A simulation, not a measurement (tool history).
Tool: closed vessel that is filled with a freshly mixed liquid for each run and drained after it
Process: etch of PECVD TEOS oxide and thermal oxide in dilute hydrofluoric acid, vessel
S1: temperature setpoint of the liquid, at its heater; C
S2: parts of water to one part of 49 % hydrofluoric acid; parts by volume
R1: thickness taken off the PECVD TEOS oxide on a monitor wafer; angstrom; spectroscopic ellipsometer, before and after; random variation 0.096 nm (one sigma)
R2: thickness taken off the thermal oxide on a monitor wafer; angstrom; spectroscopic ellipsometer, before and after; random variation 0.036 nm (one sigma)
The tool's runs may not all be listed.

{"run": 1, "hour": 0.0, "S1": 20, "S2": 80, "time in the liquid (s)": 65, "R1": 208.4, "R2": 36.291}
{"run": 2, "hour": 2.9, "S1": 23, "S2": 80, "time in the liquid (s)": 65, "R1": 238.91, "R2": 41.997}
{"run": 3, "hour": 6.5, "S1": 23, "S2": 80, "time in the liquid (s)": 90, "R1": 326.83, "R2": 56.931}
{"run": 4, "hour": 14.6, "S1": 23, "S2": 80, "time in the liquid (s)": 115, "R1": 419.7, "R2": 72.31}
{"run": 5, "hour": 16.0, "S1": 21.5, "S2": 90, "time in the liquid (s)": 115, "R1": 344.87, "R2": 60.174}
{"run": 6, "hour": 18.7, "S1": 21.5, "S2": 65, "time in the liquid (s)": 115, "R1": 494.49, "R2": 86.34}

Run 7 comes next. What will it give?
{"run": 7, "hour": 27.7, "S1": 20.5, "S2": 80, "time in the liquid (s)": 115, "R1": "?", "R2": "?"}

R1: 378.09 angstrom
R2: 64.715 angstrom
